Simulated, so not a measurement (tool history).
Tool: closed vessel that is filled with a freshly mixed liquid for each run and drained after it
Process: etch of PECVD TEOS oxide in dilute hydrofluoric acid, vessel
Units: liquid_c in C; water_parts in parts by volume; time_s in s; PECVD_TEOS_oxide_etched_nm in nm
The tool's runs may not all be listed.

Run 1, day 0: liquid_c 24 C, water_parts 165 parts by volume, time_s 215 s. Result: PECVD_TEOS_oxide_etched_nm 16.301 nm.
Run 2, day 0.217: liquid_c 24 C, water_parts 140 parts by volume, time_s 215 s. Result: PECVD_TEOS_oxide_etched_nm 19.661 nm.
Run 3, day 0.562: liquid_c 24 C, water_parts 95 parts by volume, time_s 215 s. Result: PECVD_TEOS_oxide_etched_nm 30.696 nm.
Run 4, day 0.738: liquid_c 22.5 C, water_parts 100 parts by volume, time_s 215 s. Result: PECVD_TEOS_oxide_etched_nm 27.135 nm.
Run 5, day 0.888: liquid_c 22.5 C, water_parts 100 parts by volume, time_s 160 s. Result: PECVD_TEOS_oxide_etched_nm 20.154 nm.
Run 6, day 1.138: liquid_c 22.5 C, water_parts 140 parts by volume, time_s 160 s. Result: PECVD_TEOS_oxide_etched_nm 13.867 nm.
Run 7, day 1.229: liquid_c 23 C, water_parts 140 parts by volume, time_s 160 s. Result: PECVD_TEOS_oxide_etched_nm 13.978 nm.
Run 8, day 1.596: liquid_c 24 C, water_parts 140 parts by volume, time_s 160 s. Result: PECVD_TEOS_oxide_etched_nm 14.593 nm.
Run 9, day 1.842: liquid_c 25.5 C, water_parts 140 parts by volume, time_s 160 s. Result: PECVD_TEOS_oxide_etched_nm 15.428 nm.
Run 10, day 2.229: liquid_c 26.5 C, water_parts 140 parts by volume, time_s 160 s. Result: PECVD_TEOS_oxide_etched_nm 16.045 nm.
Run 11, day 2.567: liquid_c 27.5 C, water_parts 140 parts by volume, time_s 160 s. Result: PECVD_TEOS_oxide_etched_nm 16.771 nm.

Run 12 comes next. What will it give?
Run 12, day 2.654: liquid_c 28.5 C, water_parts 140 parts by volume, time_s 160 s. Result: PECVD_TEOS_oxide_etched_nm ?.

Run 12 gave PECVD_TEOS_oxide_etched_nm 17.231 nm.
